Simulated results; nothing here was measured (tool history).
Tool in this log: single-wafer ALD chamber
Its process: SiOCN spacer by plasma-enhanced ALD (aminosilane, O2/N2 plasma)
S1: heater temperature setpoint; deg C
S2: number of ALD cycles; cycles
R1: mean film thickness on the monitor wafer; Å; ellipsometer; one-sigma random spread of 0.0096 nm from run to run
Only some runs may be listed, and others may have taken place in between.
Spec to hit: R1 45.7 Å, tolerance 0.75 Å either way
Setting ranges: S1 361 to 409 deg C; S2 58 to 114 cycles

run 1 hour=0 | S1=385 S2=86 | R1=53.292
run 2 hour=8.3 | S1=381 S2=86 | R1=53.237
run 3 hour=10.7 | S1=381 S2=92 | R1=56.946
run 4 hour=11.6 | S1=385 S2=92 | R1=56.935
run 5 hour=17.6 | S1=385 S2=101 | R1=62.495
run 6 hour=22.6 | S1=395 S2=101 | R1=62.431
run 7 hour=23.9 | S1=395 S2=93 | R1=57.295
run 8 hour=28.3 | S1=395 S2=88 | R1=54.264
run 9 hour=37.5 | S1=395 S2=84 | R1=51.856
run 10 hour=44.7 | S1=395 S2=81 | R1=49.978
run 11 hour=53.8 | S1=395 S2=79 | R1=48.755
run 12 hour=56.4 | S1=395 S2=78 | R1=48.109
run 13 hour=64.9 | S1=395 S2=77 | R1=47.613
run 14 hour=67.7 | S1=395 S2=76 | R1=47.133

Consider the 5 candidate settings below. Which is the only one whose results all fall within their allowed miss of target?
run A hour=70.5 | S1=395 S2=80 | R1=?
run B hour=70.5 | S1=405 S2=73 | R1=?
run C hour=70.5 | S1=390 S2=79 | R1=?
run D hour=70.5 | S1=394 S2=74 | R1=?
run E hour=70.5 | S1=392 S2=77 | R1=?

move=A R1=49.561
move=B R1=44.166
move=C R1=48.942
move=D R1=45.844
move=E R1=47.703
A: the biggest miss grows against the last run
B: the result that was furthest off in the last run now lies on the other side of its target
C: the biggest miss grows against the last run
D: every result lands within tolerance
E: the biggest miss grows against the last run
D meets every target.
